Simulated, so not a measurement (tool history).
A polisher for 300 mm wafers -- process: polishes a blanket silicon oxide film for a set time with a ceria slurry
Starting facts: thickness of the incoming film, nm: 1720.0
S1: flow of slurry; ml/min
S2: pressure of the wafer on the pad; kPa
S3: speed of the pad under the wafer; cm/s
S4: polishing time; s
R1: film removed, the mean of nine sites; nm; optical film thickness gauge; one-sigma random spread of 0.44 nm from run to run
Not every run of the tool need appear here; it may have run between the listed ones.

Run 1, hour 0.0: S1 165 ml/min, S2 14.5 kPa, S3 134 cm/s, S4 55 s. Result: R1 186.11 nm.
Run 2, hour 7.3: S1 160 ml/min, S2 13.1 kPa, S3 124 cm/s, S4 55 s. Result: R1 156.82 nm.
Run 3, hour 16.0: S1 160 ml/min, S2 13.1 kPa, S3 124 cm/s, S4 49 s. Result: R1 138.51 nm.
Run 4, hour 18.8: S1 130 ml/min, S2 13.1 kPa, S3 124 cm/s, S4 49 s. Result: R1 134.02 nm.
Run 5, hour 25.7: S1 130 ml/min, S2 14.5 kPa, S3 124 cm/s, S4 49 s. Result: R1 148.24 nm.
At hour 29.9: worn pad replaced by a new one.
Run 6, hour 29.9: S1 130 ml/min, S2 16.5 kPa, S3 124 cm/s, S4 49 s. Result: R1 176.04 nm.
Run 7, hour 31.4: S1 125 ml/min, S2 15.2 kPa, S3 122 cm/s, S4 49 s. Result: R1 159.60 nm.

Run 8 comes next. What will it give?
Run 8, hour 40.4: S1 125 ml/min, S2 13.8 kPa, S3 118 cm/s, S4 49 s. Result: R1 ?.

Logged for run 8: R1 140.89 nm.
